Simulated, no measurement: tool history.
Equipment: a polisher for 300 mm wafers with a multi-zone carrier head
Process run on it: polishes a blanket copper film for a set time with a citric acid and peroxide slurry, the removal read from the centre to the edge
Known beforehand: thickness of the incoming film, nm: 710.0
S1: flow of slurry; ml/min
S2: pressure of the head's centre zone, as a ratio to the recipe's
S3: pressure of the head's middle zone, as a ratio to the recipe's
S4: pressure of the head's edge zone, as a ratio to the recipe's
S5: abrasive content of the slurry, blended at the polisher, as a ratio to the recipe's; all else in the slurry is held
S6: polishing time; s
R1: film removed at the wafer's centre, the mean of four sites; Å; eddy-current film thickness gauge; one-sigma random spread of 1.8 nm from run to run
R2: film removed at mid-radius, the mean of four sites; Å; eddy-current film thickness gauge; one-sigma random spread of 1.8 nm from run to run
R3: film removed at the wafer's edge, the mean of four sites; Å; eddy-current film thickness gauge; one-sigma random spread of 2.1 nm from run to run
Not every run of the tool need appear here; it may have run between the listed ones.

run,hour,S1,S2,S3,S4,S5,S6,R1,R2,R3
1,0,235,1,1,1,1,51,935.18,1005.7,1011.3
2,1.8,235,1,1,1.07,1,51,975.2,995.05,1006
3,2.7,235,1,1,1.03,1,51,971.81,1010.1,979.3
4,7,235,1,1,1.03,1,62,1182.5,1194,1222.7
5,10.3,235,1,0.97,1.03,1,62,1188.1,1167.8,1201.6
6,15.9,235,1,0.97,0.96,1,62,1152.8,1157,1188.3

The next listed run, before its measurement:
7,16.6,235,1,0.97,0.97,1.1,63,?,?,?

Logged for run 7: R1 1218.6 Å, R2 1226.7 Å, R3 1242.4 Å.
